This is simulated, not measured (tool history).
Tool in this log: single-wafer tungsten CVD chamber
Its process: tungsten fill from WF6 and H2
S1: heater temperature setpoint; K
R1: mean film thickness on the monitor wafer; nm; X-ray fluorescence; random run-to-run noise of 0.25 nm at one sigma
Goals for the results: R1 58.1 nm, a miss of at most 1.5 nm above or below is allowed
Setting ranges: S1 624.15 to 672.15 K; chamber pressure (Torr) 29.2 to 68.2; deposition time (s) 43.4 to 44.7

{"run": 1, "hour": 0.0, "S1": 648.15, "chamber pressure (Torr)": 48.7, "deposition time (s)": 43.4, "R1": 85.049}
{"run": 2, "hour": 6.0, "S1": 655.15, "chamber pressure (Torr)": 48.7, "deposition time (s)": 43.4, "R1": 96.649}
{"run": 3, "hour": 7.5, "S1": 655.15, "chamber pressure (Torr)": 48.7, "deposition time (s)": 44.7, "R1": 99.144}
{"run": 4, "hour": 13.8, "S1": 665.15, "chamber pressure (Torr)": 48.7, "deposition time (s)": 44.7, "R1": 118.84}
{"run": 5, "hour": 16.6, "S1": 658.15, "chamber pressure (Torr)": 48.7, "deposition time (s)": 44.7, "R1": 104.87}
{"run": 6, "hour": 20.4, "S1": 650.15, "chamber pressure (Torr)": 48.1, "deposition time (s)": 44.7, "R1": 90.111}
{"run": 7, "hour": 22.8, "S1": 644.15, "chamber pressure (Torr)": 47.7, "deposition time (s)": 44.7, "R1": 80.704}
{"run": 8, "hour": 31.4, "S1": 639.15, "chamber pressure (Torr)": 47.4, "deposition time (s)": 44.7, "R1": 72.366}
{"run": 9, "hour": 35.2, "S1": 636.15, "chamber pressure (Torr)": 47.2, "deposition time (s)": 44.7, "R1": 68.819}
{"run": 10, "hour": 36.5, "S1": 626.15, "chamber pressure (Torr)": 46.4, "deposition time (s)": 44.7, "R1": 55.943}

Pick the move, out of 4, that brings all results within their allowed miss; only one does.
{"run": "A", "hour": 37.8, "S1": 630.15, "chamber pressure (Torr)": 49.4, "deposition time (s)": 44.7, "R1": "?"}
{"run": "B", "hour": 37.8, "S1": 630.15, "chamber pressure (Torr)": 46.1, "deposition time (s)": 44.7, "R1": "?"}
{"run": "C", "hour": 37.8, "S1": 628.15, "chamber pressure (Torr)": 45.3, "deposition time (s)": 44.7, "R1": "?"}
{"run": "D", "hour": 37.8, "S1": 628.15, "chamber pressure (Torr)": 40.7, "deposition time (s)": 43.5, "R1": "?"}

move=A R1=62.876
move=B R1=60.998
move=C R1=58.221
move=D R1=54.046
A: the result that was furthest off in the last run now lies on the other side of its target
B: the result that was furthest off in the last run now lies on the other side of its target
C: every result within its allowed miss
D: further off than the last run
C meets every target.

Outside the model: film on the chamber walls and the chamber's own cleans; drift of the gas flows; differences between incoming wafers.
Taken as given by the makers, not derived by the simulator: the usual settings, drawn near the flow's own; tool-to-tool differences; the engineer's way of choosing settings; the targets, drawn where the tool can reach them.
